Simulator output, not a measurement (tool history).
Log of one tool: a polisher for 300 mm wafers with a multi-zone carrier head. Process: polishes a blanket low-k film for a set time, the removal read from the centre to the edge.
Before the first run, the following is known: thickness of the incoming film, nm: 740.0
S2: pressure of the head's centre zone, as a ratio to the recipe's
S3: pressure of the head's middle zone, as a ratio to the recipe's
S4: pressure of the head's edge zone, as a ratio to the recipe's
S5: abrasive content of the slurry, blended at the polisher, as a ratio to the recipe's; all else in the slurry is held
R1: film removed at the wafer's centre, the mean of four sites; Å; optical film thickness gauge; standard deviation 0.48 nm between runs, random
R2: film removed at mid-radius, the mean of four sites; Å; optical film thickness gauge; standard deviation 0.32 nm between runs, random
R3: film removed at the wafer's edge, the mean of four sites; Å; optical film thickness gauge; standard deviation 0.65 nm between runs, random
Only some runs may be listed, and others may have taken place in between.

{"run": 1, "day": 0.0, "flow of slurry (ml/min)": 205, "S2": 1, "S3": 1, "S4": 1, "S5": 1, "polishing time (s)": 83, "R1": 328.7, "R2": 335, "R3": 325.48}
{"run": 2, "day": 0.288, "flow of slurry (ml/min)": 210, "S2": 1.02, "S3": 1.02, "S4": 1.05, "S5": 1.15, "polishing time (s)": 83, "R1": 350.42, "R2": 354.4, "R3": 351.22}
{"run": 3, "day": 0.6, "flow of slurry (ml/min)": 210, "S2": 1.02, "S3": 1.02, "S4": 1.05, "S5": 1.3, "polishing time (s)": 83, "R1": 368.72, "R2": 377.81, "R3": 374.51}
{"run": 4, "day": 0.729, "flow of slurry (ml/min)": 210, "S2": 1.02, "S3": 1.02, "S4": 1.02, "S5": 1.3, "polishing time (s)": 83, "R1": 365.12, "R2": 373.03, "R3": 365.3}
{"run": 5, "day": 0.904, "flow of slurry (ml/min)": 210, "S2": 0.99, "S3": 1.02, "S4": 1.02, "S5": 1.3, "polishing time (s)": 83, "R1": 359.94, "R2": 376.15, "R3": 362.01}
{"run": 6, "day": 1.158, "flow of slurry (ml/min)": 220, "S2": 1.03, "S3": 1.05, "S4": 1.07, "S5": 1.35, "polishing time (s)": 84, "R1": 385.05, "R2": 395.98, "R3": 376.45}
{"run": 7, "day": 1.475, "flow of slurry (ml/min)": 210, "S2": 1.03, "S3": 1.04, "S4": 1.08, "S5": 1.4, "polishing time (s)": 87, "R1": 399.13, "R2": 411.38, "R3": 405.23}

What will run 8 give?
{"run": 8, "day": 1.754, "flow of slurry (ml/min)": 210, "S2": 1.03, "S3": 1.04, "S4": 1.08, "S5": 1.4, "polishing time (s)": 87, "R1": "?", "R2": "?", "R3": "?"}

R1: 396.7 Å
R2: 415.01 Å
R3: 403.27 Å

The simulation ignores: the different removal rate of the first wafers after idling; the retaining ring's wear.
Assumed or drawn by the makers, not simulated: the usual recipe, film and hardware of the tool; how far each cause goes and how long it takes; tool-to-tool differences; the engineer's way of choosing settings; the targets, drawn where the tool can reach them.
